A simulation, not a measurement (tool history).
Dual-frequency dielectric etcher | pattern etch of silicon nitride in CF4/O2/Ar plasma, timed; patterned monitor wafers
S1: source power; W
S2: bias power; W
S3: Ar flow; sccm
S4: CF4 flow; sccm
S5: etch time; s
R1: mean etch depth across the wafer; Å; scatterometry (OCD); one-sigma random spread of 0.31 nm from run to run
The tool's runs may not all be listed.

run,hour,S1,S2,S3,S4,S5,R1
1,0.0,600,48,110,117,23.5,489.25
2,3.4,510,48,110,117,23.5,410.14
3,7.4,510,48,95,117,23.5,410.77
4,12.8,540,48,95,117,23.5,439.10
5,20.5,570,48,95,117,23.5,465.84
6,22.5,590,48,95,117,23.5,481.17
7,27.2,610,48,95,117,23.5,496.53

Expected results for the next run?
8,29.3,630,48,95,117,23.5,?

R1: 525.59 Å
